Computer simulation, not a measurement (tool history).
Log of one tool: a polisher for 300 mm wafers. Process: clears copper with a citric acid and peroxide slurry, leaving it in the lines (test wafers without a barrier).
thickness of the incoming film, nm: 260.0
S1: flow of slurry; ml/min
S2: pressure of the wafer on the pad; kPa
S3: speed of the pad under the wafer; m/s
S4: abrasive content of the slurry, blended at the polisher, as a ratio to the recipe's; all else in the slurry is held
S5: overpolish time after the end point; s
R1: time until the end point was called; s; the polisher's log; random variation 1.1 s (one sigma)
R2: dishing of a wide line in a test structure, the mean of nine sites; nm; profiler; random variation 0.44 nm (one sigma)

run,hour,S1,S2,S3,S4,S5,R1,R2
1,0.0,265,26.9,1.24,1.00,23,66.452,61.087
2,7.8,265,24.8,1.32,1.00,20,66.575,52.575
3,13.8,255,22.8,1.44,0.95,18,68.888,45.870
4,15.3,240,21.4,1.54,0.90,16,70.543,41.739
5,21.3,240,21.4,1.54,0.70,16,76.762,38.727
6,27.7,245,20.0,1.62,0.75,14,75.397,34.679
7,30.1,275,18.6,1.68,0.80,13,73.207,31.939
8,37.0,300,18.6,1.72,0.80,12,69.692,30.776
9,40.2,300,18.6,1.72,0.80,12,72.399,31.719
10,45.3,315,13.1,1.94,1.00,7,81.569,16.782
11,53.2,320,14.5,1.94,1.05,7,71.138,17.968
12,60.0,320,19.3,1.94,1.05,10,57.514,33.974
13,62.2,320,19.3,1.94,1.05,10,56.100,32.349
14,63.2,325,18.6,1.94,1.10,9,57.884,29.187
15,65.8,330,18.6,1.94,1.15,9,56.756,29.618
16,73.4,335,17.9,1.94,1.20,9,55.558,29.766

Forecast run 17:
17,79.8,330,17.2,1.94,1.25,9,?,?

{"run 17": {"R1": 58.581, "R2": 28.154}}

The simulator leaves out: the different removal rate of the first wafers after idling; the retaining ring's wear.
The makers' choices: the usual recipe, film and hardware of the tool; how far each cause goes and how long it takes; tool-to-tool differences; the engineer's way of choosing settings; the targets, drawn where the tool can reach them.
